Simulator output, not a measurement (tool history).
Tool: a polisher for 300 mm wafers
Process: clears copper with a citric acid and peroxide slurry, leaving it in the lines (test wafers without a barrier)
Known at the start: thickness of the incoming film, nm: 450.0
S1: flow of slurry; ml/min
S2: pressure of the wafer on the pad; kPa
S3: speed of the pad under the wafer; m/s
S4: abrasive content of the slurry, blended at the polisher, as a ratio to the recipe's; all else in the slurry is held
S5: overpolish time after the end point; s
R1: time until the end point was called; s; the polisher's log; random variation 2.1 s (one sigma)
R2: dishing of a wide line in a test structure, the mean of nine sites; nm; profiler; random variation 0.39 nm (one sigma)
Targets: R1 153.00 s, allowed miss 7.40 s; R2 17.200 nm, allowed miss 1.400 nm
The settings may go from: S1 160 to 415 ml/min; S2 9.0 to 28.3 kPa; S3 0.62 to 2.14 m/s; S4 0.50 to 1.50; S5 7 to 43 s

run 1 hour=0.0 | S1=265 S2=18.6 S3=1.38 S4=1.00 S5=22 | R1=160.45 R2=46.750
run 2 hour=5.0 | S1=265 S2=18.6 S3=1.38 S4=1.15 S5=22 | R1=156.11 R2=44.213
run 3 hour=8.6 | S1=265 S2=17.9 S3=1.42 S4=1.20 S5=19 | R1=157.20 R2=39.946
run 4 hour=12.2 | S1=265 S2=17.9 S3=1.42 S4=1.20 S5=16 | R1=152.72 R2=34.784
run 5 hour=20.0 | S1=265 S2=17.9 S3=1.58 S4=1.20 S5=16 | R1=138.39 R2=39.464
run 6 hour=26.0 | S1=300 S2=17.9 S3=1.58 S4=1.20 S5=16 | R1=138.47 R2=40.397
run 7 hour=33.3 | S1=270 S2=17.9 S3=1.50 S4=1.25 S5=14 | R1=141.94 R2=33.983
run 8 hour=37.8 | S1=245 S2=17.9 S3=1.42 S4=1.30 S5=13 | R1=149.76 R2=30.160
run 9 hour=43.8 | S1=230 S2=18.6 S3=1.34 S4=1.35 S5=12 | R1=158.19 R2=27.736

5 next moves are on the table. One of them brings every result within its allowed miss. Which?
run A hour=49.8 | S1=230 S2=18.6 S3=1.38 S4=1.30 S5=7 | R1=? R2=?
run B hour=49.8 | S1=230 S2=13.8 S3=1.70 S4=1.40 S5=34 | R1=? R2=?
run C hour=49.8 | S1=205 S2=17.9 S3=1.44 S4=1.25 S5=23 | R1=? R2=?
run D hour=49.8 | S1=215 S2=20.7 S3=1.14 S4=1.15 S5=23 | R1=? R2=?
run E hour=49.8 | S1=270 S2=15.9 S3=1.42 S4=1.45 S5=17 | R1=? R2=?

move=A R1=150.99 R2=16.963
move=B R1=156.57 R2=60.599
move=C R1=153.83 R2=47.018
move=D R1=172.80 R2=43.205
move=E R1=160.79 R2=35.210
A: meets every target
B: further off than the last run
C: further off than the last run
D: further off than the last run
E: further off than the last run
Move A is the one to make.
